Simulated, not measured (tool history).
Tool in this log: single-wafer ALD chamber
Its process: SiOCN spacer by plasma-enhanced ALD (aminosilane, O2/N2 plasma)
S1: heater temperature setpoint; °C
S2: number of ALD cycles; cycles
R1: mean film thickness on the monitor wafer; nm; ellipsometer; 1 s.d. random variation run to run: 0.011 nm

run,hour,S1,S2,R1
1,0,410,93,5.7957
2,2.8,403,93,5.889
3,6,405,91,5.7546
4,9.4,407,89,5.5728
5,14,407,80,5.0226
6,18.9,413,80,4.9185
7,25.5,414,80,4.8873
8,33.5,415,80,4.8844

For run 9, what comes out?
9,34.5,416,80,?

Run 9 came out at R1 4.8528 nm.

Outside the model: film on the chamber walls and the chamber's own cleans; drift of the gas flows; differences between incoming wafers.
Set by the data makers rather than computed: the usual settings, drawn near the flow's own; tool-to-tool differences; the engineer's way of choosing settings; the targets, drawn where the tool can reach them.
